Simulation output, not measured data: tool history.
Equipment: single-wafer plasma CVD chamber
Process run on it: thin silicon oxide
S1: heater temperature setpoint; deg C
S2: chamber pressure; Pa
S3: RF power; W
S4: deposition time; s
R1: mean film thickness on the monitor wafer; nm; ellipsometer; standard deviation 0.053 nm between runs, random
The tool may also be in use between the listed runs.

run 1 hour=0 | S1=425 S2=105.2 S3=265 S4=5.18 | R1=8.1575
run 2 hour=5.6 | S1=425 S2=107.2 S3=265 S4=5.18 | R1=8.2131
run 3 hour=7 | S1=425 S2=109.2 S3=265 S4=5.18 | R1=8.3862
run 4 hour=14.8 | S1=425 S2=110.8 S3=265 S4=5.18 | R1=8.4748
run 5 hour=18.6 | S1=425 S2=110.8 S3=235 S4=5.18 | R1=8.0772
run 6 hour=25.2 | S1=433 S2=110.8 S3=235 S4=5.18 | R1=7.9883
run 7 hour=25.7 | S1=433 S2=113.2 S3=235 S4=5.18 | R1=8.1998
run 8 hour=32.3 | S1=433 S2=115.2 S3=235 S4=5.18 | R1=8.2586

Run 9, settings as shown, results not yet in. Your forecast:
run 9 hour=40.1 | S1=433 S2=117.2 S3=235 S4=5.18 | R1=?

{"run 9": {"R1": 8.3933}}
